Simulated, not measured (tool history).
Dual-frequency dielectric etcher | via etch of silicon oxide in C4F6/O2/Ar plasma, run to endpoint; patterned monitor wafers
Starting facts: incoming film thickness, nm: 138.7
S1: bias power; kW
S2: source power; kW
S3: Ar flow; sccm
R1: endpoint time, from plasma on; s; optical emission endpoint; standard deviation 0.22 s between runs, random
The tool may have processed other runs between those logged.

{"run": 1, "hour": 0.0, "S1": 0.482, "S2": 0.3, "S3": 259, "R1": 32.128}
{"run": 2, "hour": 1.1, "S1": 0.511, "S2": 0.3, "S3": 259, "R1": 31.416}
{"run": 3, "hour": 7.5, "S1": 0.554, "S2": 0.3, "S3": 259, "R1": 30.354}
{"run": 4, "hour": 10.5, "S1": 0.554, "S2": 0.25, "S3": 259, "R1": 33.494}
{"run": 5, "hour": 17.1, "S1": 0.567, "S2": 0.26, "S3": 258, "R1": 32.396}
{"run": 6, "hour": 22.3, "S1": 0.567, "S2": 0.21, "S3": 258, "R1": 36.846}

Run 7 has not been measured yet. What should we expect?
{"run": 7, "hour": 23.1, "S1": 0.581, "S2": 0.22, "S3": 257, "R1": "?"}

R1: 35.355 s
